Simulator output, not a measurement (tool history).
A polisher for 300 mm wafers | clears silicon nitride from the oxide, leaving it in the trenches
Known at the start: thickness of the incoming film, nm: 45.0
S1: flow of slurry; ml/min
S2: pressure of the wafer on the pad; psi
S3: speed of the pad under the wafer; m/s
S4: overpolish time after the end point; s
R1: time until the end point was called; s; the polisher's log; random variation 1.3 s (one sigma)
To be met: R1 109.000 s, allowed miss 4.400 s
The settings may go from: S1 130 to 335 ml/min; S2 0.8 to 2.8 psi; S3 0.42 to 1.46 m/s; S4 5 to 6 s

| run | hour | S1 | S2 | S3 | S4 | R1 |
|---|---|---|---|---|---|---|
| 1 | 0.0 | 215 | 1.8 | 0.94 | 6 | 77.762 |
| 2 | 3.5 | 215 | 2.0 | 0.94 | 6 | 70.344 |
| 3 | 9.1 | 195 | 2.0 | 0.94 | 6 | 71.633 |
| 4 | 12.6 | 190 | 1.8 | 0.94 | 6 | 79.184 |
| 5 | 19.7 | 190 | 1.8 | 0.94 | 5 | 77.427 |
| 6 | 22.2 | 190 | 1.5 | 0.94 | 5 | 93.610 |
| 7 | 24.4 | 190 | 1.4 | 0.94 | 5 | 98.954 |
| 8 | 28.7 | 190 | 1.2 | 0.94 | 5 | 116.440 |

Which of these 4 next moves meets every target?
| A | 33.0 | 200 | 1.3 | 0.82 | 6 | ? |
| B | 33.0 | 165 | 1.2 | 1.02 | 6 | ? |
| C | 33.0 | 185 | 2.0 | 0.56 | 5 | ? |
| D | 33.0 | 195 | 1.1 | 0.98 | 5 | ? |

| move | R1 |
|---|---|
| A | 122.940 |
| B | 109.470 |
| C | 117.740 |
| D | 121.640 |
A: further off than the last run
B: meets every target
C: further off than the last run
D: further off than the last run
The right move is B.
